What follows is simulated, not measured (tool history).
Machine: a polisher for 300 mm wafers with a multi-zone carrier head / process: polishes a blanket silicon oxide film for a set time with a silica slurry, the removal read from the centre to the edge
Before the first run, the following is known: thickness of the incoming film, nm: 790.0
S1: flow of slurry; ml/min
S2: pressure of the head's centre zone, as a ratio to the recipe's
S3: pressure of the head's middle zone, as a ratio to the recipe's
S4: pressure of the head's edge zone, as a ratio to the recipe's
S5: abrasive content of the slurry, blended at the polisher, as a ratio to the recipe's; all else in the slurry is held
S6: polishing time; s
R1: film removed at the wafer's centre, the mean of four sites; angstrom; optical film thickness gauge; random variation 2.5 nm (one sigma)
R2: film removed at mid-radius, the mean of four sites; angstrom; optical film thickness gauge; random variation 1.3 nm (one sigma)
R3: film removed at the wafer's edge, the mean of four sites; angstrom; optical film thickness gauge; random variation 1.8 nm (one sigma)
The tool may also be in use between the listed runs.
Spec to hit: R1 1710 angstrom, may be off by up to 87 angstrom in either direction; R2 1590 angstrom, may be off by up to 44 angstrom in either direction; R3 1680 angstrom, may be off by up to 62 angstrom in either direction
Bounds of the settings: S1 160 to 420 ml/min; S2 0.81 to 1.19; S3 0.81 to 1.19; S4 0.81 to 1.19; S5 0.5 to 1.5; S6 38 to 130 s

run 1 hour=0 | S1=270 S2=1 S3=1 S4=1 S5=1 S6=84 | R1=1985.4 R2=1952.5 R3=1987.4
run 2 hour=2.5 | S1=270 S2=1 S3=1 S4=0.95 S5=1 S6=84 | R1=1980.2 R2=1965.4 R3=1945.4
run 3 hour=3.5 | S1=270 S2=1 S3=0.96 S4=0.95 S5=1 S6=84 | R1=2007 R2=1888.8 R3=1934.5
run 4 hour=9.1 | S1=265 S2=0.99 S3=0.94 S4=0.93 S5=0.95 S6=84 | R1=1980 R2=1814.2 R3=1863.8
-- hour=11.7 slurry nozzle cleaned
run 5 hour=11.7 | S1=260 S2=0.97 S3=0.93 S4=0.92 S5=0.95 S6=84 | R1=1990.9 R2=1870.5 R3=1878.9
run 6 hour=19 | S1=205 S2=0.97 S3=0.93 S4=0.92 S5=0.95 S6=84 | R1=1874.3 R2=1824.7 R3=1904.9
run 7 hour=27.1 | S1=205 S2=0.97 S3=0.92 S4=0.92 S5=0.9 S6=84 | R1=1884.3 R2=1776.3 R3=1854.6
run 8 hour=30.6 | S1=195 S2=0.9 S3=0.85 S4=0.86 S5=0.75 S6=84 | R1=1658.8 R2=1512.2 R3=1680.5

Of the 5 settings listed for the next run, only one would bring every result within its allowed miss of target. Which one?
run A hour=34.1 | S1=240 S2=1.12 S3=0.84 S4=0.81 S5=0.55 S6=91 | R1=? R2=? R3=?
run B hour=34.1 | S1=225 S2=0.9 S3=0.86 S4=0.83 S5=0.65 S6=91 | R1=? R2=? R3=?
run C hour=34.1 | S1=165 S2=0.91 S3=0.84 S4=0.86 S5=0.8 S6=84 | R1=? R2=? R3=?
run D hour=34.1 | S1=160 S2=0.86 S3=0.91 S4=0.92 S5=0.9 S6=79 | R1=? R2=? R3=?
run E hour=34.1 | S1=160 S2=0.81 S3=0.87 S4=0.91 S5=0.9 S6=79 | R1=? R2=? R3=?

move=A R1=1898.5 R2=1484.4 R3=1570
move=B R1=1726.9 R2=1608.7 R3=1688.9
move=C R1=1641.8 R2=1498.8 R3=1654.8
move=D R1=1545.5 R2=1566.9 R3=1671.4
move=E R1=1484.7 R2=1509.9 R3=1663.9
A: the biggest miss grows against the last run
B: hits every target within its allowed miss
C: the biggest miss grows against the last run
D: brings the result that was furthest off to its target, and leaves another outside
E: the biggest miss grows against the last run
The right move is B.
